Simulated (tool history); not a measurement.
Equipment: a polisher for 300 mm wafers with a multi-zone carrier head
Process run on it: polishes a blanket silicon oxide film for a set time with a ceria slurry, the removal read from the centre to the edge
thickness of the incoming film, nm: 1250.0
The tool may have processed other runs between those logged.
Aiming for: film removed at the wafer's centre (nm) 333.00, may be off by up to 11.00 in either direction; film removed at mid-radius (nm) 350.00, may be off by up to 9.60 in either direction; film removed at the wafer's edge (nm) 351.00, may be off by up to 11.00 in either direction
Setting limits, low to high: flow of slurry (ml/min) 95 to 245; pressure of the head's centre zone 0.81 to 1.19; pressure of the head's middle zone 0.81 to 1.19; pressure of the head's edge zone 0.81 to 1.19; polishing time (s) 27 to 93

run,hour,flow of slurry (ml/min),pressure of the head's centre zone,pressure of the head's middle zone,pressure of the head's edge zone,polishing time (s),film removed at the wafer's centre (nm),film removed at mid-radius (nm),film removed at the wafer's edge (nm)
1,0.0,155,1.00,1.00,1.00,59,438.37,445.87,452.73
2,7.2,155,1.00,1.00,1.00,65,482.88,487.57,497.92
3,11.3,170,1.00,1.00,1.00,65,487.91,497.58,502.10
4,13.7,170,1.00,1.00,0.94,65,493.57,498.81,494.27
5,17.0,170,1.00,1.00,1.00,65,503.37,497.01,502.57
6,20.4,175,0.99,0.99,0.98,60,444.26,456.08,463.27
7,23.0,130,1.00,0.94,0.88,48,342.73,334.37,336.38
8,30.6,135,0.99,0.95,0.89,48,342.60,338.58,334.34
9,34.0,135,0.98,0.95,0.91,48,334.82,340.01,343.48

Which of these 5 next moves meets every target?
A,37.4,135,0.95,0.93,0.94,47,?,?,?
B,37.4,115,1.11,0.96,0.87,47,?,?,?
C,37.4,145,0.98,1.02,0.85,46,?,?,?
D,37.4,130,0.99,1.03,0.99,48,?,?,?
E,37.4,165,1.03,0.88,0.94,47,?,?,?

move,film removed at the wafer's centre (nm),film removed at mid-radius (nm),film removed at the wafer's edge (nm)
A,319.17,324.14,343.68
B,355.91,317.31,321.93
C,328.51,343.64,324.68
D,336.45,351.83,357.01
E,363.24,325.80,354.57
A: misses by more than the last run did
B: misses by more than the last run did
C: the furthest-off result lands on target, but another misses its tolerance
D: every result within its allowed miss
E: misses by more than the last run did
The move that meets every target is D.

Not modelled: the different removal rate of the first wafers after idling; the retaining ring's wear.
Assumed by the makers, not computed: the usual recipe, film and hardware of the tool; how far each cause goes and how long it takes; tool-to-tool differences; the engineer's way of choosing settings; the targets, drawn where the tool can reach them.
